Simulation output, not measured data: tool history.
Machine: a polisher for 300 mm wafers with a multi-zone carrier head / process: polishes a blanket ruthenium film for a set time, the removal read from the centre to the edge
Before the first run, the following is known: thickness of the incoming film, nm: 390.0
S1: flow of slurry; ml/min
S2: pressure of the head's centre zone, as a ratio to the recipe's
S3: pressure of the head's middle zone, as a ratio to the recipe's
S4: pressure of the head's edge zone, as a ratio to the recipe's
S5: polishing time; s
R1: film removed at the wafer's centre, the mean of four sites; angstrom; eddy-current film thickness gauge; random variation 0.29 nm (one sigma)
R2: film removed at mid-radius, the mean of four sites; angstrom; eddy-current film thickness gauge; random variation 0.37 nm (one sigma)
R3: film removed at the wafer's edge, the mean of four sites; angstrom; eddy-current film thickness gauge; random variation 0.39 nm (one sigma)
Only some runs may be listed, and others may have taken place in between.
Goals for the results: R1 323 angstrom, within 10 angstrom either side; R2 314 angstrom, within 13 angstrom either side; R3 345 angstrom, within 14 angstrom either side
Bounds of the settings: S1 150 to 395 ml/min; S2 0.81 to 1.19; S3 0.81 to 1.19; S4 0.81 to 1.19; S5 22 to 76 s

run 1 day=0 | S1=250 S2=1 S3=1 S4=1 S5=49 | R1=608.5 R2=614.03 R3=599.08
run 2 day=0.292 | S1=250 S2=1 S3=1 S4=1 S5=54 | R1=668.21 R2=671.85 R3=665.11
run 3 day=0.35 | S1=235 S2=0.97 S3=0.95 S4=0.99 S5=44 | R1=534.43 R2=515.57 R3=525.01
run 4 day=0.65 | S1=220 S2=0.92 S3=0.92 S4=0.99 S5=39 | R1=448.13 R2=439.93 R3=478.49
run 5 day=0.75 | S1=220 S2=0.92 S3=0.92 S4=0.99 S5=51 | R1=568.52 R2=591.31 R3=610.06
run 6 day=0.838 | S1=220 S2=0.87 S3=0.92 S4=0.99 S5=51 | R1=545.5 R2=595.3 R3=595.2
run 7 day=1.012 | S1=215 S2=0.86 S3=0.89 S4=0.96 S5=44 | R1=469.91 R2=484.99 R3=525.47
-- day=1.05 edge zone pressure recalibrated
run 8 day=1.05 | S1=215 S2=0.86 S3=0.89 S4=0.96 S5=44 | R1=464.22 R2=493.51 R3=536.72
run 9 day=1.375 | S1=205 S2=0.88 S3=0.91 S4=0.98 S5=37 | R1=393.2 R2=414.07 R3=463.1
run 10 day=1.583 | S1=235 S2=0.88 S3=0.92 S4=0.94 S5=32 | R1=348.94 R2=377.18 R3=399.01
run 11 day=1.625 | S1=240 S2=0.89 S3=0.9 S4=0.92 S5=30 | R1=336.4 R2=341.38 R3=368.48
run 12 day=1.954 | S1=240 S2=0.89 S3=0.89 S4=0.9 S5=30 | R1=332.85 R2=338.95 R3=364.87

Which of these 4 next moves meets every target?
run A day=2.283 | S1=185 S2=0.81 S3=0.83 S4=1 S5=31 | R1=? R2=? R3=?
run B day=2.283 | S1=230 S2=0.93 S3=0.89 S4=0.94 S5=28 | R1=? R2=? R3=?
run C day=2.283 | S1=155 S2=0.81 S3=0.81 S4=1.01 S5=32 | R1=? R2=? R3=?
run D day=2.283 | S1=220 S2=0.87 S3=0.92 S4=0.92 S5=31 | R1=? R2=? R3=?

move=A R1=298.84 R2=315.58 R3=384.89
move=B R1=321.58 R2=311.39 R3=348.35
move=C R1=297.68 R2=309.45 R3=389.76
move=D R1=330.77 R2=352.42 R3=381.19
A: the furthest-off result lands on target, but another misses its tolerance
B: all results in spec
C: the furthest-off result lands on target, but another misses its tolerance
D: misses by more than the last run did
The right move is B.
